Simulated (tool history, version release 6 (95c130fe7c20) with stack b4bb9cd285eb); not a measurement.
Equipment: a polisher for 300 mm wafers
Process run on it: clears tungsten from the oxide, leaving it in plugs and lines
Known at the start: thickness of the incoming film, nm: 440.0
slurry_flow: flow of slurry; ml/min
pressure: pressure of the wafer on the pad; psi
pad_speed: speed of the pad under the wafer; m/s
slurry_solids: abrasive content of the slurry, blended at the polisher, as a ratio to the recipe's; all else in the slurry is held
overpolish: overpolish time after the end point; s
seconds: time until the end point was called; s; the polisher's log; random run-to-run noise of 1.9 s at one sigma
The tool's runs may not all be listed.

Run 1, hour 0.0: slurry_flow 160 ml/min, pressure 4.0 psi, pad_speed 1.36 m/s, slurry_solids 1.0, overpolish 48 s. Result: seconds 59.678 s.
Run 2, hour 3.3: slurry_flow 160 ml/min, pressure 4.0 psi, pad_speed 1.64 m/s, slurry_solids 1.0, overpolish 48 s. Result: seconds 48.849 s.
Run 3, hour 9.6: slurry_flow 160 ml/min, pressure 3.5 psi, pad_speed 1.50 m/s, slurry_solids 1.0, overpolish 48 s. Result: seconds 60.141 s.
Run 4, hour 18.5: slurry_flow 160 ml/min, pressure 3.5 psi, pad_speed 1.50 m/s, slurry_solids 1.0, overpolish 51 s. Result: seconds 61.555 s.
Run 5, hour 21.9: slurry_flow 160 ml/min, pressure 3.5 psi, pad_speed 1.38 m/s, slurry_solids 1.0, overpolish 51 s. Result: seconds 68.690 s.
Run 6, hour 29.0: slurry_flow 160 ml/min, pressure 4.5 psi, pad_speed 1.38 m/s, slurry_solids 1.0, overpolish 51 s. Result: seconds 52.754 s.
Run 7, hour 33.1: slurry_flow 160 ml/min, pressure 3.9 psi, pad_speed 1.30 m/s, slurry_solids 1.0, overpolish 51 s. Result: seconds 64.114 s.

Run 8, settings as shown, results not yet in. Your forecast:
Run 8, hour 38.8: slurry_flow 160 ml/min, pressure 3.5 psi, pad_speed 1.24 m/s, slurry_solids 1.0, overpolish 51 s. Result: seconds ?.

{"run 8": {"seconds": 74.326}}
